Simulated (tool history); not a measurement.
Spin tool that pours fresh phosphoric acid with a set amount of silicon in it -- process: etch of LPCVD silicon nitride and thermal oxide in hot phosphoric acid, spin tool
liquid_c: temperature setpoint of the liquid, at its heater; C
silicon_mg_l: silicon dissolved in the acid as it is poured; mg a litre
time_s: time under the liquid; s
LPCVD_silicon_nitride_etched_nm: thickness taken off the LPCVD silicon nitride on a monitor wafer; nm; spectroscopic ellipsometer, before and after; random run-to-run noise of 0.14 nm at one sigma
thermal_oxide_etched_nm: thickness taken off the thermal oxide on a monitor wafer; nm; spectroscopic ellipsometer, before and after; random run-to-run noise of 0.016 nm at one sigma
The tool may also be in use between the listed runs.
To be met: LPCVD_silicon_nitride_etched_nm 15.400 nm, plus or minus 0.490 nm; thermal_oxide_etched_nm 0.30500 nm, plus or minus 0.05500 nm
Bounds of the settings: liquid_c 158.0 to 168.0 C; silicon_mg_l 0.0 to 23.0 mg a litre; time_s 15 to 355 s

run	day	liquid_c	silicon_mg_l	time_s	LPCVD_silicon_nitride_etched_nm	thermal_oxide_etched_nm
1	0.000	163.0	10.0	180	17.757	0.44232
2	0.050	163.0	10.0	245	23.561	0.60634
3	0.154	162.0	11.5	220	20.804	0.47034
4	0.383	161.5	11.0	200	18.318	0.43255
5	0.462	163.0	11.0	200	19.709	0.46032
6	0.517	161.5	11.0	200	18.643	0.40696
7	0.592	161.0	10.5	190	17.282	0.45928
8	0.708	160.5	12.5	185	16.473	0.38957
9	0.817	160.0	14.5	185	16.492	0.35506
10	1.154	159.5	15.5	185	16.241	0.31185

Below are 5 possible settings for the next run. Only one of them brings all results inside the allowed miss of their targets. Which is it?
A	1.492	159.0	10.5	205	?	?
B	1.492	160.5	15.5	170	?	?
C	1.492	159.5	22.0	200	?	?
D	1.492	158.5	23.0	215	?	?
E	1.492	161.0	23.0	190	?	?

move	LPCVD_silicon_nitride_etched_nm	thermal_oxide_etched_nm
A	17.803	0.35912
B	15.527	0.29546
C	17.664	0.26966
D	18.359	0.26093
E	17.647	0.27758
A: further off than the last run
B: all results in spec
C: further off than the last run
D: further off than the last run
E: further off than the last run
The right move is B.

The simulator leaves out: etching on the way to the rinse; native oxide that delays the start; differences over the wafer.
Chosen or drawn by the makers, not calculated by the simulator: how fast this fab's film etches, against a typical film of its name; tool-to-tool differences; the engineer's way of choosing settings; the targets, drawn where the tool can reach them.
